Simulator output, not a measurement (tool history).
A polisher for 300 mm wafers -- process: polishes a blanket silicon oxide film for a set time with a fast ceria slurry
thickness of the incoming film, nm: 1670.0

run,day,flow of slurry (ml/min),pressure of the wafer on the pad (kPa),speed of the pad under the wafer (m/s),polishing time (s),film removed (nm)
1,0.000,210,20.7,1.16,19,395.44
2,0.267,235,20.7,1.16,19,400.45
3,0.354,205,20.7,1.16,19,385.49
4,0.508,205,20.7,1.16,17,349.59
5,0.608,230,21.4,1.16,17,364.12
6,0.912,230,16.5,1.16,17,294.95

Expected results for the next run?
7,1.100,255,22.1,1.18,17,?

Run 7 came out at film removed (nm) 379.67.
